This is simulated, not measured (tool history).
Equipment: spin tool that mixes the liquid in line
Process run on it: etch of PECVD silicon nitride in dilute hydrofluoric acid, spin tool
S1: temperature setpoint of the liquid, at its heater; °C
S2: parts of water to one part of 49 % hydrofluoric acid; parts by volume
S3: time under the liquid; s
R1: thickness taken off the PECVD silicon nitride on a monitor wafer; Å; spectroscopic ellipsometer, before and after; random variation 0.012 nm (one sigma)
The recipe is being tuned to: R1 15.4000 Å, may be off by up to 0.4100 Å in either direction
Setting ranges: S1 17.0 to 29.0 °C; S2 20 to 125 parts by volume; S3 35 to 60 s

run,hour,S1,S2,S3,R1
1,0.0,21.0,70,60,20.3550
2,4.8,19.5,70,60,18.5860
3,8.0,19.5,70,60,18.6070
4,13.6,18.5,70,60,17.4790
5,19.5,18.0,70,60,16.9760
6,24.1,18.0,70,35,9.6713
7,33.1,19.5,70,35,10.9180
8,35.2,23.5,70,35,14.3360
9,41.0,24.0,70,35,14.5840

4 next moves are on the table. One of them brings every result within its allowed miss. Which?
A,46.8,23.5,65,35,?
B,46.8,24.0,75,35,?
C,46.8,22.5,85,45,?
D,46.8,20.5,80,50,?

move,R1
A,15.3840
B,13.8190
C,14.2100
D,14.6320
A: meets every target
B: further off than the last run
C: further off than the last run
D: closes in on the targets versus the last run, not all within tolerance yet
Go with A: it meets all targets.
